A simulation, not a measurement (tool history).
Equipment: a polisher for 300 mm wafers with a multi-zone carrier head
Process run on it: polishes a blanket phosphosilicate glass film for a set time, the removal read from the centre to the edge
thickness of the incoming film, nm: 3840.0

run	hour	flow of slurry (ml/min)	pressure of the head's centre zone	pressure of the head's middle zone	pressure of the head's edge zone	abrasive content of the slurry	polishing time (s)	film removed at the wafer's centre (angstrom)	film removed at mid-radius (angstrom)	film removed at the wafer's edge (angstrom)
1	0	135	1	1	1	1	70	5276.1	5205.5	5521.9
2	4.3	135	1.05	1	1	1	70	5583.3	5251.5	5478.2
3	9.4	165	1.05	1	1	1	70	5806.7	5503.2	5548.3
4	16.3	165	1.05	1	1.05	1	70	5800	5536	5692.5
5	25.1	160	1.05	0.97	1.02	0.9	69	5424.2	4936.4	5342.6
6	30.4	160	1.05	0.96	0.99	0.8	67	5047	4601.2	4905.9

Predict the results of run 7:
7	35.3	155	1.05	0.94	0.96	0.75	66	?	?	?

film removed at the wafer's centre (angstrom): 4793.3
film removed at mid-radius (angstrom): 4266.9
film removed at the wafer's edge (angstrom): 4588.1
